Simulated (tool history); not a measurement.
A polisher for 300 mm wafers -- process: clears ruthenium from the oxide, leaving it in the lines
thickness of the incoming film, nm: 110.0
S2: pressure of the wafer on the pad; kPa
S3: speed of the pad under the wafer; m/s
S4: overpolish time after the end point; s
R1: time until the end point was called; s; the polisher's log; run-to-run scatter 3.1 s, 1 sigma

run 1 hour=0 | flow_of_slurry_(ml/min)=225 S2=9.7 S3=1.26 S4=7 | R1=123.19
run 2 hour=2.8 | flow_of_slurry_(ml/min)=225 S2=9 S3=1.24 S4=7 | R1=130.2
run 3 hour=7.2 | flow_of_slurry_(ml/min)=225 S2=9 S3=1.24 S4=7 | R1=130.17
run 4 hour=13.8 | flow_of_slurry_(ml/min)=225 S2=9 S3=1.24 S4=7 | R1=129.54
run 5 hour=16.8 | flow_of_slurry_(ml/min)=225 S2=8.3 S3=1.22 S4=7 | R1=143.52
run 6 hour=21.6 | flow_of_slurry_(ml/min)=225 S2=8.3 S3=1.46 S4=7 | R1=120.21
run 7 hour=27.7 | flow_of_slurry_(ml/min)=225 S2=7.6 S3=1.44 S4=7 | R1=135.81

Forecast run 8:
run 8 hour=36.2 | flow_of_slurry_(ml/min)=225 S2=4.8 S3=1.4 S4=7 | R1=?

{"run 8": {"R1": 214.5}}
